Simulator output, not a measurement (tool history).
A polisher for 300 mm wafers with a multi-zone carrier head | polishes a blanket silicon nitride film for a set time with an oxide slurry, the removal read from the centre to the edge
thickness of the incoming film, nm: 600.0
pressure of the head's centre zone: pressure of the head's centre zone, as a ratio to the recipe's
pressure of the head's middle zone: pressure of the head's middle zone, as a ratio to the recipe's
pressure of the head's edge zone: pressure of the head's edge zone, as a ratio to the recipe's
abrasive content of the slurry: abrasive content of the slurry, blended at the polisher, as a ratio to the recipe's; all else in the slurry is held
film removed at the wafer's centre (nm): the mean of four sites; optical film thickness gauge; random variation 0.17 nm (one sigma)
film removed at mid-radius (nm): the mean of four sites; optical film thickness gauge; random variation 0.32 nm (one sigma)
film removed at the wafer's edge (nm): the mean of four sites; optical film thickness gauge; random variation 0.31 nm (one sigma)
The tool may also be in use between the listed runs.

run,hour,flow of slurry (ml/min),pressure of the head's centre zone,pressure of the head's middle zone,pressure of the head's edge zone,abrasive content of the slurry,polishing time (s),film removed at the wafer's centre (nm),film removed at mid-radius (nm),film removed at the wafer's edge (nm)
1,0,160,1,1,1,1,71,34.127,33.164,32.91
2,8.4,160,0.96,1,1,1,71,32.633,33.076,33.469
3,12.8,150,0.95,1.01,0.95,0.95,71,31.208,31.735,31.597
4,17.9,165,0.95,1.01,0.95,0.95,71,31.844,33.123,32.328
5,22.5,165,1.01,1.01,0.95,0.95,71,33.818,32.656,31.908
6,29.1,200,1.01,1.01,0.95,0.95,71,35.152,34.21,32.689
7,30.5,185,0.98,1.02,0.91,0.9,71,32.952,33.456,31.259
8,36,170,0.95,1.02,0.88,0.85,71,31.094,32.022,30.019
# hour 39.8: centre zone pressure recalibrated
9,39.8,155,0.93,1.03,0.86,0.8,71,27.428,31.017,28.681

Forecast run 10:
10,42.7,150,0.94,1.03,0.85,0.8,71,?,?,?

{"run 10": {"film removed at the wafer's centre (nm)": 27.444, "film removed at mid-radius (nm)": 31.527, "film removed at the wafer's edge (nm)": 28.341}}
